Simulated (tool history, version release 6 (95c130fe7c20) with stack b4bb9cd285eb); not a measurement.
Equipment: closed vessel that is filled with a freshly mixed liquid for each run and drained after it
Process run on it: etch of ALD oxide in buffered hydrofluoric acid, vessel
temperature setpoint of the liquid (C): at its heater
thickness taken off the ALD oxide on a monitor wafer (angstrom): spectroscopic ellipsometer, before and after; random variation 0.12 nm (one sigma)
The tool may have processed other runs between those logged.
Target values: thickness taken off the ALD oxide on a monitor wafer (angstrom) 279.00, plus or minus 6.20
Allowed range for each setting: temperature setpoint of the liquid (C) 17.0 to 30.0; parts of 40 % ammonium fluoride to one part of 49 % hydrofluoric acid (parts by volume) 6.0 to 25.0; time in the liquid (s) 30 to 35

run  hour  temperature setpoint of the liquid (C)  parts of 40 % ammonium fluoride to one part of 49 % hydrofluoric acid (parts by volume)  time in the liquid (s)  thickness taken off the ALD oxide on a monitor wafer (angstrom)
  1   0.0                                    22.0                                                                                     15.5                      35                                                           408.94
  2   1.2                                    22.0                                                                                     15.5                      30                                                           351.11
  3   9.8                                    21.0                                                                                     15.5                      30                                                           330.51
  4  11.2                                    20.5                                                                                     15.5                      30                                                           321.11
  5  12.3                                    20.5                                                                                     15.5                      30                                                           321.22
  6  18.2                                    20.0                                                                                     15.5                      30                                                           310.50
  7  19.6                                    19.5                                                                                     15.5                      30                                                           304.67
  8  23.3                                    19.0                                                                                     15.5                      30                                                           296.72
  9  26.4                                    18.5                                                                                     15.5                      30                                                           286.25

Exercise: of the 4 proposed moves below, exactly one satisfies all targets within the stated allowed misses. Which move is it?
  A  29.5                                    19.0                                                                                     16.5                      30                                                                ?
  B  29.5                                    18.5                                                                                     15.0                      30                                                                ?
  C  29.5                                    18.0                                                                                     15.0                      30                                                                ?
  D  29.5                                    19.0                                                                                     15.5                      30                                                                ?

move  thickness taken off the ALD oxide on a monitor wafer (angstrom)
   A                                                           276.78
   B                                                           295.54
   C                                                           287.28
   D                                                           294.36
A: hits every target within its allowed miss
B: moves away from the targets compared with the last run
C: moves away from the targets compared with the last run
D: moves away from the targets compared with the last run
So the answer is move A, the one that meets all the targets.

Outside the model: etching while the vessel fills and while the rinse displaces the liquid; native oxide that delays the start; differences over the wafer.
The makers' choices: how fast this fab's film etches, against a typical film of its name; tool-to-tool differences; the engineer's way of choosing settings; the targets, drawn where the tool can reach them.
